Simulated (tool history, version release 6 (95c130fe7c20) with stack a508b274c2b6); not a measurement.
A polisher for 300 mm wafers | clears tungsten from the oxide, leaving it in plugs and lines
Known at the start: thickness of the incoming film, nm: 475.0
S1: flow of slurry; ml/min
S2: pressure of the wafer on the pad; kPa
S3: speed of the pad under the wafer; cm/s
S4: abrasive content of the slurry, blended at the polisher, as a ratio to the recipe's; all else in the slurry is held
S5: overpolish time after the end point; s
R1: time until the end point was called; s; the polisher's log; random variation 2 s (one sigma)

run	hour	S1	S2	S3	S4	S5	R1
1	0.0	270	27.6	112	1.0	18	100.90
2	7.5	270	25.5	110	1.0	18	108.29
3	10.9	270	24.1	108	1.0	18	120.30
4	11.7	270	22.8	108	1.0	18	125.97
5	18.7	270	22.8	108	1.1	18	122.15
6	23.5	270	22.8	108	1.1	18	123.49
7	27.9	270	21.4	108	1.1	18	128.78
8	32.4	270	20.0	108	1.1	18	140.47

Forecast run 9:
9	39.3	270	19.3	108	1.1	18	?

Run 9 gave R1 142.51 s.
